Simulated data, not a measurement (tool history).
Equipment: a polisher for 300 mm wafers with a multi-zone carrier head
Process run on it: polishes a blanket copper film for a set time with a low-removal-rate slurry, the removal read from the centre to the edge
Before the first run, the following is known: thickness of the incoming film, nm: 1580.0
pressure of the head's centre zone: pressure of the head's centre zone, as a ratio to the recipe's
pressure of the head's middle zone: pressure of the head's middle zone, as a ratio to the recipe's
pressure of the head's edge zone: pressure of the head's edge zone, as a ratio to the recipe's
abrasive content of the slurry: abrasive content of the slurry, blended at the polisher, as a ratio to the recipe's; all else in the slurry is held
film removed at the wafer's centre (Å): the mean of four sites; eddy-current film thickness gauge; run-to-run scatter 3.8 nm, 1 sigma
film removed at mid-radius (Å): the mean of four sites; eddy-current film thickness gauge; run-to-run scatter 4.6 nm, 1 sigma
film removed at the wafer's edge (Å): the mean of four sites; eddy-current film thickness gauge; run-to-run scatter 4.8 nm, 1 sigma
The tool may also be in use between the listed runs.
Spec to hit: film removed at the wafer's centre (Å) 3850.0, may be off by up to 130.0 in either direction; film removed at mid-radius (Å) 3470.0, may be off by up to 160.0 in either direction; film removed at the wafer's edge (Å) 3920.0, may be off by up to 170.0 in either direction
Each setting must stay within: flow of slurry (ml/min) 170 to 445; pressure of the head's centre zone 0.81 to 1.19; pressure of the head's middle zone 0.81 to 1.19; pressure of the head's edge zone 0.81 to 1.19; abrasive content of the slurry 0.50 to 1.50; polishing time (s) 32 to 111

run,day,flow of slurry (ml/min),pressure of the head's centre zone,pressure of the head's middle zone,pressure of the head's edge zone,abrasive content of the slurry,polishing time (s),film removed at the wafer's centre (Å),film removed at mid-radius (Å),film removed at the wafer's edge (Å)
1,0.000,285,1.00,1.00,1.00,1.00,71,3084.2,3132.3,3163.9
2,0.179,285,1.00,0.93,1.00,1.00,71,3126.3,2952.2,3164.9
3,0.442,285,1.00,0.93,1.00,1.10,71,3123.0,2979.9,3097.6
4,0.642,285,1.07,0.93,1.00,1.10,71,3362.7,2966.5,3176.1
5,0.892,285,1.08,0.94,1.04,1.10,73,3495.4,3054.4,3186.2
6,1.062,285,1.08,0.94,1.10,1.10,73,3461.7,3103.4,3375.3
7,1.350,310,1.13,0.96,1.19,1.35,75,3897.0,3371.3,3676.4
8,1.704,310,1.11,0.95,1.19,1.35,76,3880.9,3337.1,3719.8

4 candidate next runs follow, results not yet known. Just one meets every target within its allowed miss. Identify it.
A,2.058,265,1.13,0.87,1.16,1.35,80,?,?,?
B,2.058,330,1.15,0.97,1.13,1.40,74,?,?,?
C,2.058,270,1.02,0.88,1.08,1.25,85,?,?,?
D,2.058,260,1.10,0.92,1.19,1.35,76,?,?,?

move,film removed at the wafer's centre (Å),film removed at mid-radius (Å),film removed at the wafer's edge (Å)
A,4045.6,3218.7,3846.3
B,3911.1,3286.1,3583.5
C,3836.6,3411.8,3917.4
D,3734.7,3171.3,3689.0
A: puts the biggest miss on target and leaves a different result outside tolerance
B: lands further from the targets than the last run did
C: hits every target within its allowed miss
D: lands further from the targets than the last run did
C meets every target.

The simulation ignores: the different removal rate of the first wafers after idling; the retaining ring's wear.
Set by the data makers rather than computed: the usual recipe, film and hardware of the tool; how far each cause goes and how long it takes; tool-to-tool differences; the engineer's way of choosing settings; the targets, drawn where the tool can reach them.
